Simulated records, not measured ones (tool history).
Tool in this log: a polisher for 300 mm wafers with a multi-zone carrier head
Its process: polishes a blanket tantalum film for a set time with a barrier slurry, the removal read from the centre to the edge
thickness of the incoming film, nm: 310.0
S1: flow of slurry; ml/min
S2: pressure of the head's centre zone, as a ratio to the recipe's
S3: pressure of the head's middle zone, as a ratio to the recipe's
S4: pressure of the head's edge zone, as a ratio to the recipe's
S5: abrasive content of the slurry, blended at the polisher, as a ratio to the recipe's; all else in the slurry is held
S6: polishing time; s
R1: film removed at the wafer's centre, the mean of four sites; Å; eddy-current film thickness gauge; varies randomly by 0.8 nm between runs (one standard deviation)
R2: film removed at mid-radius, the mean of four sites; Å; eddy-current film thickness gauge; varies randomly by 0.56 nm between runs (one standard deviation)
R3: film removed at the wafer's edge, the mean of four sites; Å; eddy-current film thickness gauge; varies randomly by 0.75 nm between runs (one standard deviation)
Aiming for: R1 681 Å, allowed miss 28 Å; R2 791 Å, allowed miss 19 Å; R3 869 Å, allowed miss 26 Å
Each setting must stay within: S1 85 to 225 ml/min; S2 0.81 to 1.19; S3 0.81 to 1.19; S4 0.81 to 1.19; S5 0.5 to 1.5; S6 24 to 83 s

{"run": 1, "hour": 0.0, "S1": 145, "S2": 1, "S3": 1, "S4": 1, "S5": 1, "S6": 53, "R1": 660.46, "R2": 627.8, "R3": 646.83}
{"run": 2, "hour": 1.8, "S1": 145, "S2": 1.07, "S3": 1, "S4": 1, "S5": 1, "S6": 53, "R1": 715.22, "R2": 629.7, "R3": 649.87}
{"run": 3, "hour": 7.1, "S1": 145, "S2": 1.07, "S3": 1, "S4": 1, "S5": 1.15, "S6": 53, "R1": 728.6, "R2": 649.68, "R3": 673.32}
{"run": 4, "hour": 11.3, "S1": 155, "S2": 1.01, "S3": 1.01, "S4": 1.06, "S5": 1.25, "S6": 54, "R1": 732.32, "R2": 692.8, "R3": 730.73}
{"run": 5, "hour": 16.9, "S1": 155, "S2": 1.01, "S3": 1.01, "S4": 1.06, "S5": 1.35, "S6": 54, "R1": 740.09, "R2": 709.12, "R3": 750.06}
{"run": 6, "hour": 23.8, "S1": 155, "S2": 1.01, "S3": 1.01, "S4": 1.06, "S5": 1.25, "S6": 54, "R1": 728.58, "R2": 689.75, "R3": 723.86}
{"run": 7, "hour": 25.6, "S1": 155, "S2": 0.95, "S3": 1.01, "S4": 1.1, "S5": 1.3, "S6": 55, "R1": 695.28, "R2": 709.76, "R3": 766.01}
{"run": 8, "hour": 26.2, "S1": 165, "S2": 0.92, "S3": 1.02, "S4": 1.13, "S5": 1.35, "S6": 55, "R1": 707.49, "R2": 734.91, "R3": 791.93}
{"run": 9, "hour": 29.3, "S1": 165, "S2": 0.89, "S3": 1.02, "S4": 1.15, "S5": 1.4, "S6": 55, "R1": 683.65, "R2": 734.58, "R3": 801.16}

Exercise: of the 5 proposed moves below, exactly one satisfies all targets within the stated allowed misses. Which move is it?
{"run": "A", "hour": 32.4, "S1": 170, "S2": 0.94, "S3": 1.08, "S4": 1.08, "S5": 1.3, "S6": 56, "R1": "?", "R2": "?", "R3": "?"}
{"run": "B", "hour": 32.4, "S1": 165, "S2": 0.91, "S3": 1.12, "S4": 1.02, "S5": 1.25, "S6": 55, "R1": "?", "R2": "?", "R3": "?"}
{"run": "C", "hour": 32.4, "S1": 155, "S2": 0.82, "S3": 1.05, "S4": 1.13, "S5": 1.2, "S6": 63, "R1": "?", "R2": "?", "R3": "?"}
{"run": "D", "hour": 32.4, "S1": 130, "S2": 0.85, "S3": 1.02, "S4": 1.17, "S5": 1.25, "S6": 63, "R1": "?", "R2": "?", "R3": "?"}
{"run": "E", "hour": 32.4, "S1": 145, "S2": 0.81, "S3": 1, "S4": 1.19, "S5": 1.4, "S6": 57, "R1": "?", "R2": "?", "R3": "?"}

move=A R1=731.97 R2=785.18 R3=779.47
move=B R1=685.77 R2=783.31 R3=734.32
move=C R1=691.77 R2=834.75 R3=870.78
move=D R1=699.75 R2=798.9 R3=876.71
move=E R1=633.22 R2=745.3 R3=833.65
A: brings the result that was furthest off to its target, and leaves another outside
B: brings the result that was furthest off to its target, and leaves another outside
C: the result that was furthest off in the last run now lies on the other side of its target
D: in spec on every target
E: moves toward the targets from the last run without getting all of them in spec
Answer: D
